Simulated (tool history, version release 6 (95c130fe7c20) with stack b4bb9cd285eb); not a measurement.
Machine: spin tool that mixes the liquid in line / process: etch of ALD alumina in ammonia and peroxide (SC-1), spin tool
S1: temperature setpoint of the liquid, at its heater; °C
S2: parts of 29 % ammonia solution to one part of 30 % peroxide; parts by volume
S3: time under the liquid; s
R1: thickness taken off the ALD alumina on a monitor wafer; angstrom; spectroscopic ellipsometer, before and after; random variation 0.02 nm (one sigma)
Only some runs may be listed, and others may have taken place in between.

run,hour,S1,S2,S3,R1
1,0.0,59.0,0.5,50,47.350
2,6.9,62.5,0.5,50,57.035
3,15.8,60.0,0.5,50,49.655
4,21.0,58.0,0.5,50,44.765
5,26.8,56.5,0.5,50,41.744
6,27.6,55.0,0.5,50,38.240

Forecast run 7:
7,36.2,54.0,0.5,50,?

R1: 36.426 angstrom

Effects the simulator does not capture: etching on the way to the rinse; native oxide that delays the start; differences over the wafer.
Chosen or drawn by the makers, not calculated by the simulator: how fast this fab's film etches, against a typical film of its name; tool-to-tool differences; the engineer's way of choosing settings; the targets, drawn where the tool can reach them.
